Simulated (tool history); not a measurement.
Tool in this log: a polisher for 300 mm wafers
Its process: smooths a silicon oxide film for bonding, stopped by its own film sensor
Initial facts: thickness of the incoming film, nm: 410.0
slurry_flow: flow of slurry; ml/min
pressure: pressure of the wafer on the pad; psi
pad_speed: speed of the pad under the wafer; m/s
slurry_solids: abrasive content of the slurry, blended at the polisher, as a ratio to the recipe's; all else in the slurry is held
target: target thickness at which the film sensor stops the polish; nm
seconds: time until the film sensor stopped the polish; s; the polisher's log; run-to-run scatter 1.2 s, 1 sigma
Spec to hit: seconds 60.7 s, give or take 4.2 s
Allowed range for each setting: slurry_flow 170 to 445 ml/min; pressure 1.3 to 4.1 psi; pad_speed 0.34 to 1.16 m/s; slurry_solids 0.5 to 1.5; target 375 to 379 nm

run	day	slurry_flow	pressure	pad_speed	slurry_solids	target	seconds
1	0	285	2.7	0.74	1	375	43.852
2	0.208	285	2.7	0.74	1	375	43.46
3	0.367	285	2.6	0.74	1	375	45.517
4	0.554	285	2.5	0.74	1	375	45.986
5	0.896	285	2.4	0.72	1	375	48.986
6	0.992	285	2.4	0.72	1	379	44.072
7	1.038	285	2.3	0.7	1	379	45.582
8	1.129	285	2.2	0.68	1	379	49.286
9	1.412	285	2.1	0.68	1	379	50.701
10	1.771	285	2	0.68	1	379	52.315
11	1.833	285	1.9	0.68	1	379	55.142

Pick the move, out of 5, that brings all results within their allowed miss; only one does.
A	1.896	310	1.8	0.78	0.9	379	?
B	1.896	235	2.1	0.88	0.95	375	?
C	1.896	295	1.8	0.68	1.1	375	?
D	1.896	175	2	0.72	0.95	379	?
E	1.896	185	2.8	0.54	1.25	379	?

move	seconds
A	51.456
B	47.671
C	60.803
D	53.309
E	47.179
A: further off than the last run
B: further off than the last run
C: every result lands within tolerance
D: further off than the last run
E: further off than the last run
Answer: C
